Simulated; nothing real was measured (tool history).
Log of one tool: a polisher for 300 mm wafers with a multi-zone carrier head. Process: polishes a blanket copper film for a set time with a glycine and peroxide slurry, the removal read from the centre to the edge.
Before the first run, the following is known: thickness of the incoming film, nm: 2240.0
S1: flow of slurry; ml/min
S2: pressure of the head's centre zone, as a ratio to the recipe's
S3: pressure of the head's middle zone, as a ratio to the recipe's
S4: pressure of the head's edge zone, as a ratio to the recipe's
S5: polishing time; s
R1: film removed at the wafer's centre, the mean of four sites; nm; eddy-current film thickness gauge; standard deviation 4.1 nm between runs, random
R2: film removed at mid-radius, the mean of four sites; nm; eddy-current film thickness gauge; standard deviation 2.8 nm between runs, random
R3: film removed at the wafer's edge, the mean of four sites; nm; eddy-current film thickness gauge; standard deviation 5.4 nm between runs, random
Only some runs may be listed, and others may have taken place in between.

run	day	S1	S2	S3	S4	S5	R1	R2	R3
1	0	220	1	1	1	53	302.17	301.64	296.41
2	0.133	220	1	1.05	1	53	294.51	314.51	304.31
3	0.25	220	1	0.97	1	53	295.75	291.13	307.45
4	0.492	200	1	0.97	1	53	298.46	290.82	296.93
5	0.779	200	1	0.97	1.08	53	295.99	290.22	315.29
6	0.9	200	1	0.97	1.14	53	294.65	291.98	315.18
7	0.992	205	1.02	0.99	1.14	55	312.34	303.67	331.52

Run 8 comes next. What will it give?
8	1.096	210	1.03	1.02	1.13	56	?	?	?

Run 8 yielded R1 319.98 nm, R2 319.73 nm, R3 338.35 nm.
